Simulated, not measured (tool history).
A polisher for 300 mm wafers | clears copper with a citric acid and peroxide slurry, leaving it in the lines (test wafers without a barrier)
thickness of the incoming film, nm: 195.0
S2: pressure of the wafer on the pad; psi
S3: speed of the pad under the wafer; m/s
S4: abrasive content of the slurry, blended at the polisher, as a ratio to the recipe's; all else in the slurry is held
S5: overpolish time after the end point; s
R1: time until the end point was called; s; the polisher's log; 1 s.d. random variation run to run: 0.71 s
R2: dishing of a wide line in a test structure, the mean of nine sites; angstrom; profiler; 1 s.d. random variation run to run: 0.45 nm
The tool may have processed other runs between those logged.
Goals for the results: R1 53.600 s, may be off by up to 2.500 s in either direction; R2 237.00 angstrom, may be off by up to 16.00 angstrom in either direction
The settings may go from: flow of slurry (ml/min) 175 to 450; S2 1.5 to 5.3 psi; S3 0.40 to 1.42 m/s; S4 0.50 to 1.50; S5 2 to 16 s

run 1 hour=0.0 | flow_of_slurry_(ml/min)=290 S2=3.4 S3=0.90 S4=1.00 S5=8 | R1=87.187 R2=138.61
run 2 hour=3.0 | flow_of_slurry_(ml/min)=290 S2=3.9 S3=0.90 S4=1.00 S5=8 | R1=77.763 R2=147.40
run 3 hour=5.1 | flow_of_slurry_(ml/min)=290 S2=4.5 S3=0.90 S4=1.00 S5=8 | R1=69.147 R2=174.20
run 4 hour=11.0 | flow_of_slurry_(ml/min)=250 S2=4.5 S3=0.90 S4=1.00 S5=8 | R1=68.393 R2=168.61
run 5 hour=15.0 | flow_of_slurry_(ml/min)=250 S2=4.5 S3=1.06 S4=1.00 S5=8 | R1=59.689 R2=196.73
run 6 hour=18.2 | flow_of_slurry_(ml/min)=250 S2=4.5 S3=1.06 S4=0.85 S5=8 | R1=61.876 R2=185.78
run 7 hour=21.8 | flow_of_slurry_(ml/min)=250 S2=4.7 S3=1.06 S4=0.85 S5=8 | R1=60.073 R2=195.10
run 8 hour=28.4 | flow_of_slurry_(ml/min)=250 S2=4.9 S3=1.06 S4=0.85 S5=8 | R1=57.843 R2=200.28
run 9 hour=30.0 | flow_of_slurry_(ml/min)=250 S2=5.0 S3=1.06 S4=0.85 S5=8 | R1=56.449 R2=212.53
run 10 hour=34.4 | flow_of_slurry_(ml/min)=250 S2=5.1 S3=1.06 S4=0.85 S5=8 | R1=56.047 R2=204.06
run 11 hour=35.9 | flow_of_slurry_(ml/min)=250 S2=5.1 S3=1.06 S4=0.85 S5=8 | R1=56.735 R2=206.21

Which of these 4 next moves meets every target?
run A hour=37.4 | flow_of_slurry_(ml/min)=405 S2=4.6 S3=1.02 S4=0.80 S5=7 | R1=? R2=?
run B hour=37.4 | flow_of_slurry_(ml/min)=245 S2=4.8 S3=1.04 S4=0.90 S5=7 | R1=? R2=?
run C hour=37.4 | flow_of_slurry_(ml/min)=425 S2=5.3 S3=1.06 S4=0.80 S5=9 | R1=? R2=?
run D hour=37.4 | flow_of_slurry_(ml/min)=245 S2=4.7 S3=1.06 S4=0.95 S5=7 | R1=? R2=?

move=A R1=61.604 R2=159.68
move=B R1=58.066 R2=168.84
move=C R1=52.170 R2=234.91
move=D R1=57.128 R2=171.34
A: moves away from the targets compared with the last run
B: moves away from the targets compared with the last run
C: all results in spec
D: moves away from the targets compared with the last run
Answer: C
